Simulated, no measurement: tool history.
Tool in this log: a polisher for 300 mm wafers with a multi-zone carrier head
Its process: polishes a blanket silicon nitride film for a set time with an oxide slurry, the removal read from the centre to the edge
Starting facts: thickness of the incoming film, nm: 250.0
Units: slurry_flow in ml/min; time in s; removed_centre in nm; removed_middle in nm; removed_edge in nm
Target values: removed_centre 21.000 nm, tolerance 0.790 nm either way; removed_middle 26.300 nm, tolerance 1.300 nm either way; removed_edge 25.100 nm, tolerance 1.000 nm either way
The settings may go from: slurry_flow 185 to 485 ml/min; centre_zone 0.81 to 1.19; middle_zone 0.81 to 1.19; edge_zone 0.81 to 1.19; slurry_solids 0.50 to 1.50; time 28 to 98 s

run	hour	slurry_flow	centre_zone	middle_zone	edge_zone	slurry_solids	time	removed_centre	removed_middle	removed_edge
1	0.0	310	1.00	1.00	1.00	1.00	63	30.351	28.513	29.047
2	8.9	310	0.94	1.00	1.00	1.00	63	28.473	28.868	28.997
3	15.8	305	0.92	1.01	1.01	0.95	63	26.890	28.552	29.030
4	22.6	305	0.90	1.01	1.00	0.90	63	26.092	27.785	28.351
5	26.7	305	0.90	0.93	1.00	0.90	63	26.108	25.769	28.441
6	28.7	305	0.90	0.93	1.00	0.90	70	29.217	28.751	31.956
7	35.6	305	0.89	0.95	0.99	0.85	69	27.814	28.167	29.962
8	36.3	255	0.81	1.05	1.09	0.60	67	20.871	25.013	26.496

Which single option among these 5 for the next run brings every result within its allowed miss of target? Just one does.
A	37.0	200	0.85	1.13	1.07	0.60	67	?	?	?
B	37.0	225	0.81	0.96	1.15	0.60	70	?	?	?
C	37.0	240	0.84	1.02	1.14	0.55	67	?	?	?
D	37.0	215	0.81	1.06	1.10	0.50	76	?	?	?
E	37.0	185	0.84	0.94	1.19	0.75	67	?	?	?

move	removed_centre	removed_middle	removed_edge
A	21.077	26.002	25.394
B	21.420	24.124	27.699
C	20.768	23.697	25.692
D	21.474	26.302	27.336
E	22.341	23.930	28.592
A: hits every target within its allowed miss
B: further off than the last run
C: brings the last run's worst result on target, with another outside its allowed miss
D: further off than the last run
E: further off than the last run
The right move is A.
